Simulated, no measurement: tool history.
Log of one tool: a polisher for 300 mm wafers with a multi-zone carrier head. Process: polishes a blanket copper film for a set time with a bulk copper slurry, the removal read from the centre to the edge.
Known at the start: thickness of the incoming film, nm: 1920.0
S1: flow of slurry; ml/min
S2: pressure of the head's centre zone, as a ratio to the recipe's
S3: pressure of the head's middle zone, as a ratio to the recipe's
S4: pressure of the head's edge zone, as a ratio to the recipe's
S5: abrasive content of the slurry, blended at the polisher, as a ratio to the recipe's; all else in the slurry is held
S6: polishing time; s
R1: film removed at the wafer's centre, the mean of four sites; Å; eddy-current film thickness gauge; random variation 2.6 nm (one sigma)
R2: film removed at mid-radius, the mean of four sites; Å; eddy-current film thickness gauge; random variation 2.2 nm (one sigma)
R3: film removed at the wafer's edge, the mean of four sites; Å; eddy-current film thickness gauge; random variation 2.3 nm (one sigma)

Run 1, hour 0: S1 170 ml/min, S2 1, S3 1, S4 1, S5 1, S6 37 s. Result: R1 3283.6 Å, R2 3351.5 Å, R3 3379.7 Å.
Run 2, hour 2.8: S1 170 ml/min, S2 1, S3 1, S4 1.05, S5 1, S6 37 s. Result: R1 3240.1 Å, R2 3329.5 Å, R3 3401.3 Å.
Run 3, hour 7.9: S1 160 ml/min, S2 1, S3 0.97, S4 1.05, S5 1, S6 37 s. Result: R1 3228.7 Å, R2 3208.3 Å, R3 3452.4 Å.
Run 4, hour 15.1: S1 155 ml/min, S2 0.99, S3 0.95, S4 1.04, S5 0.95, S6 37 s. Result: R1 3147 Å, R2 3122.5 Å, R3 3353.7 Å.
Run 5, hour 19.9: S1 190 ml/min, S2 0.99, S3 0.95, S4 1.04, S5 0.95, S6 37 s. Result: R1 3301 Å, R2 3210.8 Å, R3 3497.2 Å.
Run 6, hour 27: S1 175 ml/min, S2 0.99, S3 0.93, S4 1.04, S5 0.95, S6 37 s. Result: R1 3228.8 Å, R2 3054.7 Å, R3 3421.6 Å.
Run 7, hour 35.3: S1 165 ml/min, S2 0.98, S3 0.92, S4 1.04, S5 0.95, S6 37 s. Result: R1 3199.9 Å, R2 3106.8 Å, R3 3362.7 Å.
Run 8, hour 44.1: S1 155 ml/min, S2 0.98, S3 0.9, S4 1.06, S5 0.9, S6 37 s. Result: R1 3090.5 Å, R2 2983 Å, R3 3361.8 Å.

Forecast run 9:
Run 9, hour 47.4: S1 150 ml/min, S2 0.98, S3 0.88, S4 1.06, S5 0.9, S6 37 s. Result: R1 ?, R2 ?, R3 ?.

R1: 3070.1 Å
R2: 2876.3 Å
R3: 3316 Å
